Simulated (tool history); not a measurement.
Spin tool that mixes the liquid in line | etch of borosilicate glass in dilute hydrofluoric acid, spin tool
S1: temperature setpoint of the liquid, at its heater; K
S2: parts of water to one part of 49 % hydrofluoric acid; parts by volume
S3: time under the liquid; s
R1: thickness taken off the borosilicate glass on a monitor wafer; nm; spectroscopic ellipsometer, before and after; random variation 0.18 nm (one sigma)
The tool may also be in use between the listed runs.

run 1 hour=0 | S1=295.15 S2=45 S3=55 | R1=48.583
run 2 hour=1.4 | S1=295.15 S2=45 S3=60 | R1=52.642
run 3 hour=3.9 | S1=294.15 S2=50 S3=60 | R1=44.888
run 4 hour=5.9 | S1=293.15 S2=50 S3=60 | R1=42.947
-- hour=12.9 thermometer replaced
run 5 hour=12.9 | S1=292.65 S2=55 S3=60 | R1=36.419
run 6 hour=15.8 | S1=292.15 S2=55 S3=60 | R1=35.488

Run 7 comes next. What will it give?
run 7 hour=24.6 | S1=291.65 S2=55 S3=60 | R1=?

Run 7 gave R1 34.74 nm.

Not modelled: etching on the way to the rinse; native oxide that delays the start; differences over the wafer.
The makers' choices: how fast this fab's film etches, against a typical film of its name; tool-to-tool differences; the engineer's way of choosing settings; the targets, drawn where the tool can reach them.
